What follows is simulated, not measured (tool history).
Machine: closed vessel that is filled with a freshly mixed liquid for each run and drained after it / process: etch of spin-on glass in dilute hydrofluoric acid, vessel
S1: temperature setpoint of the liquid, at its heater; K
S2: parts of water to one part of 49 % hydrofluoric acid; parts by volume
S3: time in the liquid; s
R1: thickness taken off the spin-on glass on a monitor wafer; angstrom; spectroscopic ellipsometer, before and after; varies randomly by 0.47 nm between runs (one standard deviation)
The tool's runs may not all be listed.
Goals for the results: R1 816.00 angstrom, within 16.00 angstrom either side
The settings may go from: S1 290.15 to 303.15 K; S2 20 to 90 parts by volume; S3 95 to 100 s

run	hour	S1	S2	S3	R1
1	0.0	295.15	50	95	423.19
2	4.9	293.15	50	95	393.25
3	11.6	295.15	45	95	480.70
4	20.5	297.65	45	95	523.53
5	23.8	298.65	45	95	550.66
6	30.2	298.65	45	100	580.81
7	31.4	298.65	45	100	581.25
8	40.6	299.65	45	100	605.05
9	41.9	300.15	45	100	614.86
10	50.4	300.65	45	100	626.31
11	55.9	301.15	45	100	649.16
12	59.9	301.65	45	100	654.96
13	62.0	303.15	35	100	903.09
14	65.4	302.65	35	100	889.94
# hour 68.7: thermometer replaced
15	68.7	302.15	35	100	952.77
16	76.4	301.15	35	100	905.32

Of the 5 settings listed for the next run, only one would bring every result within its allowed miss of target. Which one?
A	84.1	300.65	40	100	?
B	84.1	303.15	40	95	?
C	84.1	301.65	40	95	?
D	84.1	299.65	35	100	?
E	84.1	301.15	40	100	?

move	R1
A	776.42
B	815.18
C	767.88
D	858.20
E	792.23
A: takes the result that was furthest off past its target
B: every result lands within tolerance
C: takes the result that was furthest off past its target
D: gains on the last run, yet a result remains outside its allowed miss
E: takes the result that was furthest off past its target
B meets every target.

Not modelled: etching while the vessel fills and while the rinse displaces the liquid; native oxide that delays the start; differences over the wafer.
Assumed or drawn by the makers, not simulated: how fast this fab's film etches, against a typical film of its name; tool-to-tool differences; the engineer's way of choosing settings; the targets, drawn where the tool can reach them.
